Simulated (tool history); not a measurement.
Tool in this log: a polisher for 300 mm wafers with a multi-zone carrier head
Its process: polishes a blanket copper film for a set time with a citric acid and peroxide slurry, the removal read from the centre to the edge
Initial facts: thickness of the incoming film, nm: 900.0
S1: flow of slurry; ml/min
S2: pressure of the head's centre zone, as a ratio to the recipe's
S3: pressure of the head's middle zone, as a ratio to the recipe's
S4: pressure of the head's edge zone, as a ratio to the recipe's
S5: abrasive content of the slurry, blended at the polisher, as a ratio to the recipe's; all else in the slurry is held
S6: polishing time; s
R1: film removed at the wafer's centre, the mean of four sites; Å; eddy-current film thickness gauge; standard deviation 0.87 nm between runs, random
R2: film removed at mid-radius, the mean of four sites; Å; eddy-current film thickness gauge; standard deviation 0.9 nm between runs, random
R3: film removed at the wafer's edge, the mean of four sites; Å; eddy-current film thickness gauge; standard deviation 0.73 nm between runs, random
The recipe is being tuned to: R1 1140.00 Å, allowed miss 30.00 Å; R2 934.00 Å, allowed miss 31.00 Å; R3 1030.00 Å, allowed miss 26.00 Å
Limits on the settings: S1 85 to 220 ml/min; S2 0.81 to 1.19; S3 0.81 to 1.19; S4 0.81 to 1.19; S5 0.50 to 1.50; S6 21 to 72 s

| run | hour | S1 | S2 | S3 | S4 | S5 | S6 | R1 | R2 | R3 |
|---|---|---|---|---|---|---|---|---|---|---|
| 1 | 0.0 | 140 | 1.00 | 1.00 | 1.00 | 1.00 | 46 | 868.13 | 883.04 | 839.52 |
| 2 | 8.9 | 140 | 0.94 | 1.00 | 1.00 | 1.00 | 46 | 805.89 | 874.74 | 838.87 |
| 3 | 15.7 | 150 | 0.96 | 0.99 | 1.02 | 1.05 | 46 | 857.52 | 902.50 | 856.99 |
| 4 | 20.2 | 150 | 0.97 | 0.96 | 1.04 | 1.10 | 46 | 889.46 | 890.28 | 877.37 |
| 5 | 26.2 | 150 | 0.97 | 1.02 | 1.04 | 1.10 | 46 | 884.90 | 930.95 | 893.52 |
| 6 | 29.7 | 150 | 0.93 | 1.02 | 1.04 | 1.10 | 46 | 841.36 | 926.23 | 888.87 |
| 7 | 36.8 | 155 | 0.95 | 1.00 | 1.06 | 1.15 | 46 | 879.83 | 934.67 | 915.14 |
| 8 | 44.7 | 160 | 0.97 | 0.98 | 1.08 | 1.15 | 46 | 897.50 | 912.90 | 921.02 |
| 9 | 45.9 | 165 | 0.99 | 0.97 | 1.09 | 1.15 | 46 | 917.41 | 909.77 | 932.13 |
| 10 | 53.4 | 205 | 1.09 | 0.91 | 1.16 | 1.25 | 46 | 1074.40 | 920.51 | 998.12 |
| 11 | 56.7 | 205 | 1.10 | 0.91 | 1.16 | 1.25 | 46 | 1090.50 | 932.05 | 1000.60 |

Below are 4 possible settings for the next run. Only one of them brings all results inside the allowed miss of their targets. Which is it?
| A | 60.0 | 195 | 1.14 | 0.91 | 1.19 | 1.05 | 49 | ? | ? | ? |
| B | 60.0 | 200 | 1.14 | 0.88 | 1.06 | 1.30 | 46 | ? | ? | ? |
| C | 60.0 | 215 | 1.13 | 1.01 | 1.02 | 1.00 | 49 | ? | ? | ? |
| D | 60.0 | 220 | 1.04 | 0.95 | 1.13 | 1.25 | 48 | ? | ? | ? |

| move | R1 | R2 | R3 |
|---|---|---|---|
| A | 1144.30 | 933.48 | 1021.20 |
| B | 1137.40 | 904.55 | 957.45 |
| C | 1138.30 | 1013.40 | 943.23 |
| D | 1087.60 | 1004.30 | 1030.00 |
A: each result inside its tolerance
B: brings the last run's worst result on target, with another outside its allowed miss
C: brings the last run's worst result on target, with another outside its allowed miss
D: further off than the last run
Move A is the one to make.
